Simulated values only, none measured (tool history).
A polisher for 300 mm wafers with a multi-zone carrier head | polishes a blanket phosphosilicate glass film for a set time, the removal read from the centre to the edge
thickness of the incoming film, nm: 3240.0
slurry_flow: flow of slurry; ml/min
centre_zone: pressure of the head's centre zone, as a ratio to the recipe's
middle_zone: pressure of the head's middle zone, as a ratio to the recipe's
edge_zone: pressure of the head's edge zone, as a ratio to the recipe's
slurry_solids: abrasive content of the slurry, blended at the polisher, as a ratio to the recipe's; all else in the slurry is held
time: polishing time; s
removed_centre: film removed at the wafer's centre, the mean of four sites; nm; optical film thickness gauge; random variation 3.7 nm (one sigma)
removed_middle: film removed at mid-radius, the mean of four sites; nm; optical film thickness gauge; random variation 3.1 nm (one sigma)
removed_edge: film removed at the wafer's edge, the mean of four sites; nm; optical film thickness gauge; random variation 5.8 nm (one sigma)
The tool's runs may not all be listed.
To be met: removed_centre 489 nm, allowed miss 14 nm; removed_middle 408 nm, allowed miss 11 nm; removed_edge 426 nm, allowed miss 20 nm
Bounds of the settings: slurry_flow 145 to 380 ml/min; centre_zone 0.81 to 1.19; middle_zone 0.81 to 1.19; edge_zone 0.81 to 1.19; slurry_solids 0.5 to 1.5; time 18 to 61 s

| run | hour | slurry_flow | centre_zone | middle_zone | edge_zone | slurry_solids | time | removed_centre | removed_middle | removed_edge |
|---|---|---|---|---|---|---|---|---|---|---|
| 1 | 0 | 245 | 1 | 1 | 1 | 1 | 39 | 401.86 | 421.57 | 418.55 |
| 2 | 0.9 | 245 | 1 | 1 | 1 | 1 | 48 | 489.37 | 526.44 | 512.96 |
| 3 | 8.6 | 245 | 1 | 1 | 1 | 0.8 | 48 | 448.02 | 478.13 | 469.64 |
| 4 | 12.9 | 245 | 1 | 1 | 0.97 | 0.8 | 48 | 451.04 | 480.01 | 455.19 |
| 5 | 19.5 | 245 | 1 | 1 | 0.97 | 0.8 | 44 | 406.81 | 437.77 | 429.35 |
| 6 | 21.8 | 305 | 1 | 1 | 0.97 | 0.8 | 44 | 420.95 | 452.71 | 438.42 |
| 7 | 22.8 | 305 | 1.02 | 0.99 | 0.97 | 0.8 | 44 | 429.47 | 441.32 | 432.58 |
|  | 26.4 | centre zone pressure recalibrated |
| 8 | 26.4 | 305 | 1.04 | 0.98 | 0.97 | 0.8 | 44 | 480.45 | 444.43 | 432.37 |
| 9 | 29.1 | 265 | 1.05 | 0.91 | 1.01 | 0.75 | 44 | 458.09 | 399.24 | 426.78 |
| 10 | 37.5 | 270 | 1.05 | 0.91 | 1.01 | 0.75 | 44 | 462.29 | 398.91 | 424.86 |
| 11 | 43.2 | 275 | 1.05 | 0.91 | 1.01 | 0.75 | 44 | 459.87 | 397.47 | 429.2 |

4 next moves are on the table. One of them brings every result within its allowed miss. Which?
| A | 48.9 | 245 | 0.99 | 0.92 | 1.04 | 0.7 | 44 | ? | ? | ? |
| B | 48.9 | 235 | 1.15 | 0.9 | 1 | 0.8 | 42 | ? | ? | ? |
| C | 48.9 | 335 | 1.13 | 0.96 | 1.07 | 0.55 | 48 | ? | ? | ? |
| D | 48.9 | 250 | 1.14 | 0.91 | 0.95 | 0.85 | 41 | ? | ? | ? |

| move | removed_centre | removed_middle | removed_edge |
|---|---|---|---|
| A | 415.27 | 391.04 | 411.16 |
| B | 484.59 | 385.24 | 405.57 |
| C | 482.42 | 410.35 | 419.51 |
| D | 483.9 | 391.42 | 397.71 |
A: further off than the last run
B: brings the result that was furthest off to its target, and leaves another outside
C: meets every target
D: brings the result that was furthest off to its target, and leaves another outside
The right move is C.

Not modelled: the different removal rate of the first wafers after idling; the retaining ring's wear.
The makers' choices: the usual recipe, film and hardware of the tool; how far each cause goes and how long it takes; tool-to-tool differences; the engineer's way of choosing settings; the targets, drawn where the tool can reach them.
